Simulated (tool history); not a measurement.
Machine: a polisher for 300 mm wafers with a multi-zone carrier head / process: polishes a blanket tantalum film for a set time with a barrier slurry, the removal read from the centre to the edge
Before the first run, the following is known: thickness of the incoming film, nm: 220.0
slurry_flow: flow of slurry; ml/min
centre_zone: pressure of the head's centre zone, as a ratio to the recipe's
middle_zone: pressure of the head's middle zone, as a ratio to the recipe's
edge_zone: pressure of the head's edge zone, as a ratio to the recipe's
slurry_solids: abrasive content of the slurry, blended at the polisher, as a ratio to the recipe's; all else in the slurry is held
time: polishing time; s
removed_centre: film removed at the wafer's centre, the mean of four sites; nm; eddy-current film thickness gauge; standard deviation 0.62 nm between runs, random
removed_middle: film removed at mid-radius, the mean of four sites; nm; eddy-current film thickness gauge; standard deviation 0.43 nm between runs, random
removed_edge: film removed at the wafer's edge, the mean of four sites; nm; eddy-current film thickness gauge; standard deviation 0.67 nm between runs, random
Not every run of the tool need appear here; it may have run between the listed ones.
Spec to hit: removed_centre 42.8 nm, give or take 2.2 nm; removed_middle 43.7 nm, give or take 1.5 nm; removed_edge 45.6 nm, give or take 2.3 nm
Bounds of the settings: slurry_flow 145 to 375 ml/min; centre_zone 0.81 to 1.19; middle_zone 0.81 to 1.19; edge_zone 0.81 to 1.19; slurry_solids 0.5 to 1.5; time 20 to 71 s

| run | hour | slurry_flow | centre_zone | middle_zone | edge_zone | slurry_solids | time | removed_centre | removed_middle | removed_edge |
|---|---|---|---|---|---|---|---|---|---|---|
| 1 | 0 | 240 | 1 | 1 | 1 | 1 | 45 | 74.452 | 76.92 | 76.976 |
| 2 | 3.2 | 235 | 0.99 | 0.98 | 0.98 | 0.9 | 42 | 67.7 | 68.962 | 69.023 |
| 3 | 5.1 | 230 | 0.97 | 0.96 | 0.97 | 0.8 | 39 | 59.647 | 59.267 | 61.676 |
| 4 | 8.6 | 230 | 0.95 | 0.96 | 0.95 | 0.75 | 38 | 56.579 | 57.741 | 59.424 |
| 5 | 17.4 | 230 | 0.95 | 0.96 | 0.89 | 0.75 | 38 | 54.655 | 57.882 | 57.06 |
| 6 | 21.9 | 230 | 0.95 | 0.96 | 0.89 | 0.75 | 49 | 71.363 | 73.802 | 74.098 |
| 7 | 28.9 | 225 | 0.94 | 0.95 | 0.88 | 0.7 | 45 | 64.135 | 65.002 | 66.75 |
| 8 | 30.8 | 220 | 0.88 | 0.95 | 0.83 | 0.5 | 32 | 36.376 | 40.818 | 41.361 |

Which of these 5 next moves meets every target?
| A | 32.7 | 275 | 1.1 | 1.15 | 0.81 | 0.65 | 28 | ? | ? | ? |
| B | 32.7 | 175 | 0.9 | 0.85 | 1.06 | 0.5 | 36 | ? | ? | ? |
| C | 32.7 | 200 | 0.9 | 0.98 | 0.81 | 0.5 | 37 | ? | ? | ? |
| D | 32.7 | 235 | 0.9 | 0.89 | 0.83 | 0.5 | 36 | ? | ? | ? |
| E | 32.7 | 215 | 0.85 | 0.81 | 0.96 | 0.5 | 34 | ? | ? | ? |

| move | removed_centre | removed_middle | removed_edge |
|---|---|---|---|
| A | 46.126 | 48.187 | 39.095 |
| B | 41.45 | 41.474 | 48.218 |
| C | 43.518 | 48.874 | 45.909 |
| D | 43.248 | 44.743 | 45.716 |
| E | 38.088 | 38.709 | 44.926 |
A: takes the result that was furthest off past its target
B: puts the biggest miss on target and leaves a different result outside tolerance
C: puts the biggest miss on target and leaves a different result outside tolerance
D: all results land within tolerance of their targets
E: misses by more than the last run did
The right move is D.
